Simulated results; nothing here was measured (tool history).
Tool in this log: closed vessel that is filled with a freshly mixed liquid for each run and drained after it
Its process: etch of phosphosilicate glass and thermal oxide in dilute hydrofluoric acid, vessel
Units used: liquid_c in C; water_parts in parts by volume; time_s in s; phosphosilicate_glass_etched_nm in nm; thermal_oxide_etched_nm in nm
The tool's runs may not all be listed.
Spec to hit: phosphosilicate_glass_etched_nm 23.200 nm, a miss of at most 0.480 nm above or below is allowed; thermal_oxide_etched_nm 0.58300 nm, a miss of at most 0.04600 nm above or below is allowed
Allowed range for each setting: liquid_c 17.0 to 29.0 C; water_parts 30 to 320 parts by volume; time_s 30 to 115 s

run  hour  liquid_c  water_parts  time_s  phosphosilicate_glass_etched_nm  thermal_oxide_etched_nm
  1   0.0      21.0          175      60                           52.064                  1.34770
  2   2.9      21.0          175      40                           35.014                  0.86842
  3   4.5      20.5          180      40                           33.536                  0.84808
  4  11.0      20.5          210      40                           27.769                  0.67862
  5  19.6      20.5          210      30                           20.880                  0.52931
  6  20.5      17.0          210      30                           17.864                  0.44604
  7  21.4      17.0          210      30                           18.201                  0.43048
  8  25.9      18.0          210      30                           18.898                  0.47899
  9  33.5      18.5          210      30                           19.161                  0.48174
 10  34.8      19.0          210      30                           19.576                  0.47579
 11  43.3      19.5          210      30                           19.818                  0.50171
 12  46.2      23.0          200      30                           24.172                  0.62257

Next run, 4 choices. One meets every target within its allowed miss, the rest don't. Which?
  A  49.1      25.5          205      30                                ?                        ?
  B  49.1      22.5          185      30                                ?                        ?
  C  49.1      22.0          230      40                                ?                        ?
  D  49.1      21.0          220      35                                ?                        ?

move  phosphosilicate_glass_etched_nm  thermal_oxide_etched_nm
   A                           25.710                  0.63589
   B                           26.048                  0.64423
   C                           26.179                  0.64749
   D                           23.298                  0.57623
A: moves away from the targets compared with the last run
B: moves away from the targets compared with the last run
C: moves away from the targets compared with the last run
D: each result inside its tolerance
Move D is the one to make.
